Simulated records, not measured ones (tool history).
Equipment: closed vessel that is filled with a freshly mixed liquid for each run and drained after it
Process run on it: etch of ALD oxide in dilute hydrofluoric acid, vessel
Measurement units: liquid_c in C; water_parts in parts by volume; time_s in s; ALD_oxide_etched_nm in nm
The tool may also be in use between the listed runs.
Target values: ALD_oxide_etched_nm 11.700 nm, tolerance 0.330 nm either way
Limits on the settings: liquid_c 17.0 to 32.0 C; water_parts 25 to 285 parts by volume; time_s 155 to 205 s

{"run": 1, "hour": 0.0, "liquid_c": 24.0, "water_parts": 155, "time_s": 205, "ALD_oxide_etched_nm": 12.849}
{"run": 2, "hour": 6.0, "liquid_c": 23.5, "water_parts": 155, "time_s": 205, "ALD_oxide_etched_nm": 12.84}
{"run": 3, "hour": 13.2, "liquid_c": 23.0, "water_parts": 155, "time_s": 205, "ALD_oxide_etched_nm": 12.466}
{"run": 4, "hour": 15.8, "liquid_c": 24.5, "water_parts": 155, "time_s": 205, "ALD_oxide_etched_nm": 13.261}
{"run": 5, "hour": 19.7, "liquid_c": 24.5, "water_parts": 155, "time_s": 205, "ALD_oxide_etched_nm": 13.216}
{"run": 6, "hour": 21.0, "liquid_c": 26.0, "water_parts": 155, "time_s": 205, "ALD_oxide_etched_nm": 13.994}
{"run": 7, "hour": 28.3, "liquid_c": 25.0, "water_parts": 155, "time_s": 205, "ALD_oxide_etched_nm": 13.516}
{"run": 8, "hour": 32.6, "liquid_c": 24.0, "water_parts": 155, "time_s": 205, "ALD_oxide_etched_nm": 12.994}
{"run": 9, "hour": 38.5, "liquid_c": 23.5, "water_parts": 155, "time_s": 205, "ALD_oxide_etched_nm": 12.975}
{"run": 10, "hour": 45.8, "liquid_c": 23.0, "water_parts": 155, "time_s": 205, "ALD_oxide_etched_nm": 12.445}
{"run": 11, "hour": 47.8, "liquid_c": 22.5, "water_parts": 155, "time_s": 205, "ALD_oxide_etched_nm": 12.315}
{"run": 12, "hour": 48.5, "liquid_c": 22.0, "water_parts": 155, "time_s": 205, "ALD_oxide_etched_nm": 12.204}

Next run, 5 choices. One meets every target within its allowed miss, the rest don't. Which?
{"run": "A", "hour": 49.2, "liquid_c": 25.0, "water_parts": 165, "time_s": 190, "ALD_oxide_etched_nm": "?"}
{"run": "B", "hour": 49.2, "liquid_c": 21.5, "water_parts": 145, "time_s": 205, "ALD_oxide_etched_nm": "?"}
{"run": "C", "hour": 49.2, "liquid_c": 23.5, "water_parts": 150, "time_s": 200, "ALD_oxide_etched_nm": "?"}
{"run": "D", "hour": 49.2, "liquid_c": 23.0, "water_parts": 145, "time_s": 190, "ALD_oxide_etched_nm": "?"}
{"run": "E", "hour": 49.2, "liquid_c": 22.5, "water_parts": 150, "time_s": 205, "ALD_oxide_etched_nm": "?"}

move=A ALD_oxide_etched_nm=11.513
move=B ALD_oxide_etched_nm=12.637
move=C ALD_oxide_etched_nm=12.810
move=D ALD_oxide_etched_nm=12.419
move=E ALD_oxide_etched_nm=12.633
A: all results land within tolerance of their targets
B: misses by more than the last run did
C: misses by more than the last run did
D: misses by more than the last run did
E: misses by more than the last run did
A meets every target.
